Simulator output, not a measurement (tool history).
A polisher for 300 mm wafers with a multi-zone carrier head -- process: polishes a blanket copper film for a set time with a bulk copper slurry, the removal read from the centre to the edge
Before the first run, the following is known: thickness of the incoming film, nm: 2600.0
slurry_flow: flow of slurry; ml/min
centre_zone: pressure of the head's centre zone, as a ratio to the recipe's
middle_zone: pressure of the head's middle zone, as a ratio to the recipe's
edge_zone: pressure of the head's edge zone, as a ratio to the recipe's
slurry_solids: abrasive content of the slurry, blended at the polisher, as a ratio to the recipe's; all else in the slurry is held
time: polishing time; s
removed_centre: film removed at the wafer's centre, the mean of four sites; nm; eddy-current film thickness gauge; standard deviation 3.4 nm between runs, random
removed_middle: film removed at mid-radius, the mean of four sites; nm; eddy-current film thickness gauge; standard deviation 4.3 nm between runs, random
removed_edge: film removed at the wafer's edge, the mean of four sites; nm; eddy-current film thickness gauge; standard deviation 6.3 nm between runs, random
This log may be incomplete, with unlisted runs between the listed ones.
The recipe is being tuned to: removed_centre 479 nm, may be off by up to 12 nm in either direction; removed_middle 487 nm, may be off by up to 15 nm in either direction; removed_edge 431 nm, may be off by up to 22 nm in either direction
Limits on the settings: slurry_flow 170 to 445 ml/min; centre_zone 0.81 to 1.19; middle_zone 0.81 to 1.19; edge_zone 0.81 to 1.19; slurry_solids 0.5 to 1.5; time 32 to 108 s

{"run": 1, "hour": 0.0, "slurry_flow": 285, "centre_zone": 1, "middle_zone": 1, "edge_zone": 1, "slurry_solids": 1, "time": 70, "removed_centre": 677.49, "removed_middle": 688.96, "removed_edge": 679.44}
{"run": 2, "hour": 7.5, "slurry_flow": 230, "centre_zone": 1, "middle_zone": 1, "edge_zone": 1, "slurry_solids": 1, "time": 70, "removed_centre": 649.54, "removed_middle": 669.57, "removed_edge": 671.7}
{"run": 3, "hour": 10.7, "slurry_flow": 285, "centre_zone": 0.99, "middle_zone": 1, "edge_zone": 0.94, "slurry_solids": 0.85, "time": 63, "removed_centre": 586.16, "removed_middle": 600.48, "removed_edge": 575.68}
{"run": 4, "hour": 12.1, "slurry_flow": 285, "centre_zone": 0.99, "middle_zone": 1, "edge_zone": 0.89, "slurry_solids": 0.85, "time": 63, "removed_centre": 579.6, "removed_middle": 601.16, "removed_edge": 553.48}
{"run": 5, "hour": 16.2, "slurry_flow": 305, "centre_zone": 0.99, "middle_zone": 0.99, "edge_zone": 0.86, "slurry_solids": 0.75, "time": 60, "removed_centre": 558.36, "removed_middle": 562.11, "removed_edge": 523.31}
{"run": 6, "hour": 23.2, "slurry_flow": 295, "centre_zone": 0.99, "middle_zone": 1, "edge_zone": 0.84, "slurry_solids": 0.65, "time": 57, "removed_centre": 508.58, "removed_middle": 531.87, "removed_edge": 482.48}
{"run": 7, "hour": 30.4, "slurry_flow": 295, "centre_zone": 0.99, "middle_zone": 1, "edge_zone": 0.84, "slurry_solids": 0.65, "time": 57, "removed_centre": 511.55, "removed_middle": 526.06, "removed_edge": 477.07}
{"run": 8, "hour": 31.7, "slurry_flow": 275, "centre_zone": 1, "middle_zone": 1, "edge_zone": 0.83, "slurry_solids": 0.6, "time": 57, "removed_centre": 509.38, "removed_middle": 507.88, "removed_edge": 457.39}
{"run": 9, "hour": 35.5, "slurry_flow": 255, "centre_zone": 0.99, "middle_zone": 1, "edge_zone": 0.82, "slurry_solids": 0.6, "time": 57, "removed_centre": 498.06, "removed_middle": 508.18, "removed_edge": 454.12}

4 candidate next runs follow, results not yet known. Just one meets every target within its allowed miss. Identify it.
{"run": "A", "hour": 39.3, "slurry_flow": 220, "centre_zone": 0.94, "middle_zone": 0.92, "edge_zone": 0.86, "slurry_solids": 0.7, "time": 56, "removed_centre": "?", "removed_middle": "?", "removed_edge": "?"}
{"run": "B", "hour": 39.3, "slurry_flow": 270, "centre_zone": 1.12, "middle_zone": 1.02, "edge_zone": 0.81, "slurry_solids": 0.5, "time": 54, "removed_centre": "?", "removed_middle": "?", "removed_edge": "?"}
{"run": "C", "hour": 39.3, "slurry_flow": 210, "centre_zone": 1.05, "middle_zone": 0.91, "edge_zone": 0.91, "slurry_solids": 0.5, "time": 61, "removed_centre": "?", "removed_middle": "?", "removed_edge": "?"}
{"run": "D", "hour": 39.3, "slurry_flow": 375, "centre_zone": 1.02, "middle_zone": 1.03, "edge_zone": 0.85, "slurry_solids": 0.65, "time": 51, "removed_centre": "?", "removed_middle": "?", "removed_edge": "?"}

move=A removed_centre=462.73 removed_middle=478.61 removed_edge=450.36
move=B removed_centre=520.89 removed_middle=480.67 removed_edge=411.61
move=C removed_centre=531.89 removed_middle=488.78 removed_edge=473.86
move=D removed_centre=481.6 removed_middle=490.05 removed_edge=420.73
A: carries the result that was furthest off beyond its target, to the other side
B: moves away from the targets compared with the last run
C: moves away from the targets compared with the last run
D: meets every target
D is the move that brings every result within its allowed miss.

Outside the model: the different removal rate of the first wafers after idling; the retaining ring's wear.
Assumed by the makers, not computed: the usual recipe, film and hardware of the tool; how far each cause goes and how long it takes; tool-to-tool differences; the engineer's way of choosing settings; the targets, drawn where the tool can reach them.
